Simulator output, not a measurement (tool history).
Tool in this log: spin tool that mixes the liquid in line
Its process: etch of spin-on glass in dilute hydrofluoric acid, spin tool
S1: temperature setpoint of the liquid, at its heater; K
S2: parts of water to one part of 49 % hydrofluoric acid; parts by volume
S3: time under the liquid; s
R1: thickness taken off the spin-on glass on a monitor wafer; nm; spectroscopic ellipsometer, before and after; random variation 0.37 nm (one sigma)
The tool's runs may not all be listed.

run	day	S1	S2	S3	R1
1	0	299.15	140	55	23.477
2	0.05	300.15	135	55	25.599
3	0.392	301.15	130	55	28.05
4	0.638	301.15	130	55	28.109
5	0.996	299.15	130	55	25.981
6	1.062	299.15	90	55	39.66
7	1.321	299.65	90	55	40.171

Forecast run 8:
8	1.492	299.65	90	55	?

R1: 40.295 nm
